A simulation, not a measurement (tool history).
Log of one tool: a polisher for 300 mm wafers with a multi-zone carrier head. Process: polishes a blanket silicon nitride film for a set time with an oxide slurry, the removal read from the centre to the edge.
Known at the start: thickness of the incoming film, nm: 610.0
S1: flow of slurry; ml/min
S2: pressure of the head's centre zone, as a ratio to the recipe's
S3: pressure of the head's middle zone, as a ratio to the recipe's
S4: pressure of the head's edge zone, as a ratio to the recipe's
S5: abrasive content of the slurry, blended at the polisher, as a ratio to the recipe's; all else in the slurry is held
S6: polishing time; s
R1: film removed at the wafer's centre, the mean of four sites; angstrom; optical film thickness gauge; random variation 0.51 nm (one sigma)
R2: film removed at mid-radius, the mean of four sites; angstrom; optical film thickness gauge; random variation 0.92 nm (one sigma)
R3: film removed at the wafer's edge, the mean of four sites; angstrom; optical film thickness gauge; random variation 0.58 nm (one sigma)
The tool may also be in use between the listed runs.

run	day	S1	S2	S3	S4	S5	S6	R1	R2	R3
1	0.000	215	1.00	1.00	1.00	1.0	64	650.01	656.93	663.35
2	0.254	215	1.00	1.00	1.06	1.0	64	650.81	642.84	668.38
3	0.354	215	1.00	1.00	1.06	1.1	64	669.88	669.03	702.59
4	0.458	215	1.00	1.00	1.06	1.3	64	712.82	706.39	752.62
5	0.629	215	1.05	1.00	1.06	1.3	64	758.95	714.81	735.83
6	0.946	215	1.04	1.02	1.06	1.3	64	754.62	723.04	736.50
7	1.104	215	1.03	1.03	1.06	1.3	64	734.39	742.81	741.18
8	1.138	215	1.02	1.04	1.06	1.3	64	732.99	752.01	749.01
9	1.250	215	1.01	1.05	1.06	1.3	64	719.94	758.10	750.73
10	1.400	215	1.01	1.06	1.06	1.3	64	727.60	752.98	750.96
11	1.562	215	1.00	1.07	1.06	1.3	64	711.83	761.02	746.95

Run 12 comes next. What will it give?
12	1.604	215	1.00	1.08	1.06	1.3	64	?	?	?

Run 12 gave R1 714.21 angstrom, R2 759.86 angstrom, R3 744.55 angstrom.

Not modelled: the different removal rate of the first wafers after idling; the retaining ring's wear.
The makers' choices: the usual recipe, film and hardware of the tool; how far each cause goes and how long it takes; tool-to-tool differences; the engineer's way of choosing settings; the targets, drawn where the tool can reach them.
